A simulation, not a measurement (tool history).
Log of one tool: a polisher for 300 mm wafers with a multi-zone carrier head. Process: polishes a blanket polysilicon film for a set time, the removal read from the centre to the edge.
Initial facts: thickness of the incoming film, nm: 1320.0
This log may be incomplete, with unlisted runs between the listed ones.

run  hour  flow of slurry (ml/min)  pressure of the head's centre zone  pressure of the head's middle zone  pressure of the head's edge zone  polishing time (s)  film removed at the wafer's centre (nm)  film removed at mid-radius (nm)  film removed at the wafer's edge (nm)
  1   0.0                      310                                1.00                                1.00                              1.00                  37                                   288.32                           284.46                                 289.56
  2   4.3                      310                                1.00                                1.00                              0.92                  37                                   290.97                           283.12                                 273.81
  3   5.8                      310                                1.00                                1.00                              0.89                  37                                   295.28                           286.69                                 272.37
  4  12.6                      300                                0.98                                0.97                              0.90                  34                                   262.19                           255.93                                 251.96
  5  17.5                      300                                0.94                                0.97                              0.90                  34                                   255.93                           255.90                                 247.32
  6  20.6                      290                                0.93                                0.94                              0.92                  31                                   229.71                           223.48                                 227.18
  7  21.7                      280                                0.91                                0.92                              0.93                  29                                   206.88                           203.85                                 215.06
  8  23.8                      270                                0.90                                0.90                              0.93                  28                                   201.52                           193.55                                 208.44
  9  31.6                      265                                0.88                                0.89                              0.93                  27                                   192.10                           184.61                                 201.14
 10  38.0                      260                                0.87                                0.88                              0.93                  26                                   183.00                           175.82                                 192.99
 11  39.4                      260                                0.87                                0.88                              0.93                  26                                   180.23                           177.83                                 192.30
 12  45.2                      250                                0.87                                0.87                              0.93                  25                                   174.40                           167.30                                 186.73
 13  54.0                      240                                0.86                                0.86                              0.92                  24                                   161.87                           158.64                                 175.50
 14  60.5                      230                                0.86                                0.85                              0.92                  24                                   161.77                           155.52                                 174.91
 15  68.3                      225                                0.86                                0.84                              0.92                  24                                   161.07                           153.75                                 176.29
 16  73.3                      220                                0.86                                0.83                              0.92                  24                                   157.94                           152.62                                 170.93
 17  75.3                      220                                0.86                                0.83                              0.93                  24                                   163.22                           152.43                                 175.43
 18  79.3                      215                                0.85                                0.83                              0.93                  24                                   159.80                           149.57                                 173.30

Run 19 is up next; what results do you expect?
 19  86.8                      210                                0.84                                0.83                              0.93                  24                                        ?                                ?                                      ?

Run 19 measured film removed at the wafer's centre (nm) 157.98, film removed at mid-radius (nm) 152.54, film removed at the wafer's edge (nm) 172.44.
